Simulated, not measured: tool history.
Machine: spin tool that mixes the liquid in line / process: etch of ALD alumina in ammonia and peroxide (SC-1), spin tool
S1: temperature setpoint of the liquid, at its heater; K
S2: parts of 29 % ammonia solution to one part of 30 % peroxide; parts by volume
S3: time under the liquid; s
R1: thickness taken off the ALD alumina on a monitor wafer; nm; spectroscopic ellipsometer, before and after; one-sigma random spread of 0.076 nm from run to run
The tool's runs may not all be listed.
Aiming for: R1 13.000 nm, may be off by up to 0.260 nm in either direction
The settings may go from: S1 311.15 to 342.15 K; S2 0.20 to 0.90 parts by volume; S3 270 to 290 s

| run | day | S1 | S2 | S3 | R1 |
|---|---|---|---|---|---|
| 1 | 0.000 | 326.15 | 0.50 | 270 | 15.792 |
| 2 | 0.142 | 326.15 | 0.50 | 290 | 17.113 |
| 3 | 0.262 | 325.15 | 0.50 | 290 | 15.940 |
| 4 | 0.342 | 325.15 | 0.50 | 290 | 16.155 |
| 5 | 0.371 | 324.15 | 0.50 | 290 | 15.165 |
| 6 | 0.708 | 319.15 | 0.50 | 290 | 11.405 |
| 7 | 0.783 | 319.65 | 0.50 | 290 | 11.701 |
|  | 0.892 | heated supply line repaired |
| 8 | 0.892 | 320.15 | 0.50 | 290 | 15.306 |

Consider the 5 candidate settings below. Which is the only one whose results all fall within their allowed miss of target?
| A | 1.000 | 322.65 | 0.40 | 280 | ? |
| B | 1.000 | 322.15 | 0.55 | 290 | ? |
| C | 1.000 | 321.65 | 0.60 | 290 | ? |
| D | 1.000 | 318.65 | 0.55 | 270 | ? |
| E | 1.000 | 317.65 | 0.40 | 280 | ? |

| move | R1 |
|---|---|
| A | 16.486 |
| B | 17.119 |
| C | 16.789 |
| D | 13.098 |
| E | 12.447 |
A: the biggest miss grows against the last run
B: the biggest miss grows against the last run
C: the biggest miss grows against the last run
D: each result inside its tolerance
E: carries the result that was furthest off beyond its target, to the other side
So the answer is move D, the one that meets all the targets.

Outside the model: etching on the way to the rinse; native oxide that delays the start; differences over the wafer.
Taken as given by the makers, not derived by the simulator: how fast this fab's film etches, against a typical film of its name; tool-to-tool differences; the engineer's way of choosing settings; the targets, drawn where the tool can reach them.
